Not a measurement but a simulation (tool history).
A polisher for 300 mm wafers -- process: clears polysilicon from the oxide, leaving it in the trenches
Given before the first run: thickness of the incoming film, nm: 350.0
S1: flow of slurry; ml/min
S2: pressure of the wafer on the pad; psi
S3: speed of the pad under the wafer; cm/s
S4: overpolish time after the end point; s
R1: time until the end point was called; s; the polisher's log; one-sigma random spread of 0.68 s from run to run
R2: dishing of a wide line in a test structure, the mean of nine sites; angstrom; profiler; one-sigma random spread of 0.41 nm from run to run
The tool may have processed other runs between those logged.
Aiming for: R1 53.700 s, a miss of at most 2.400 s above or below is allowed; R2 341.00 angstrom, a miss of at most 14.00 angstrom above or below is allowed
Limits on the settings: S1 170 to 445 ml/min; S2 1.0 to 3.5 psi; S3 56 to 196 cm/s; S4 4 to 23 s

{"run": 1, "hour": 0.0, "S1": 285, "S2": 2.2, "S3": 126, "S4": 12, "R1": 24.885, "R2": 436.49}
{"run": 2, "hour": 3.8, "S1": 285, "S2": 1.8, "S3": 116, "S4": 10, "R1": 30.505, "R2": 414.93}
{"run": 3, "hour": 7.5, "S1": 285, "S2": 1.8, "S3": 142, "S4": 10, "R1": 26.941, "R2": 429.34}
{"run": 4, "hour": 15.5, "S1": 285, "S2": 1.8, "S3": 120, "S4": 10, "R1": 30.085, "R2": 433.76}
{"run": 5, "hour": 19.4, "S1": 285, "S2": 1.8, "S3": 94, "S4": 10, "R1": 35.382, "R2": 410.94}
{"run": 6, "hour": 20.5, "S1": 245, "S2": 1.8, "S3": 94, "S4": 10, "R1": 36.428, "R2": 404.61}
{"run": 7, "hour": 22.9, "S1": 220, "S2": 1.7, "S3": 82, "S4": 8, "R1": 42.026, "R2": 361.76}
{"run": 8, "hour": 25.9, "S1": 210, "S2": 1.6, "S3": 82, "S4": 8, "R1": 43.399, "R2": 354.45}
{"run": 9, "hour": 34.3, "S1": 205, "S2": 1.5, "S3": 82, "S4": 8, "R1": 47.771, "R2": 341.47}
{"run": 10, "hour": 41.4, "S1": 200, "S2": 1.5, "S3": 82, "S4": 9, "R1": 46.455, "R2": 361.33}
{"run": 11, "hour": 43.5, "S1": 195, "S2": 1.4, "S3": 82, "S4": 9, "R1": 47.834, "R2": 353.06}

5 candidate next runs follow, results not yet known. Just one meets every target within its allowed miss. Identify it.
{"run": "A", "hour": 45.6, "S1": 220, "S2": 1.0, "S3": 108, "S4": 11, "R1": "?", "R2": "?"}
{"run": "B", "hour": 45.6, "S1": 225, "S2": 1.1, "S3": 80, "S4": 12, "R1": "?", "R2": "?"}
{"run": "C", "hour": 45.6, "S1": 195, "S2": 1.2, "S3": 84, "S4": 12, "R1": "?", "R2": "?"}
{"run": "D", "hour": 45.6, "S1": 195, "S2": 1.3, "S3": 76, "S4": 9, "R1": "?", "R2": "?"}
{"run": "E", "hour": 45.6, "S1": 175, "S2": 1.8, "S3": 76, "S4": 9, "R1": "?", "R2": "?"}

move=A R1=50.058 R2=377.73
move=B R1=57.239 R2=371.35
move=C R1=53.498 R2=380.45
move=D R1=53.932 R2=337.55
move=E R1=43.396 R2=369.85
A: lands further from the targets than the last run did
B: carries the result that was furthest off beyond its target, to the other side
C: brings the result that was furthest off to its target, and leaves another outside
D: each result inside its tolerance
E: lands further from the targets than the last run did
Correct choice: D, which meets every target

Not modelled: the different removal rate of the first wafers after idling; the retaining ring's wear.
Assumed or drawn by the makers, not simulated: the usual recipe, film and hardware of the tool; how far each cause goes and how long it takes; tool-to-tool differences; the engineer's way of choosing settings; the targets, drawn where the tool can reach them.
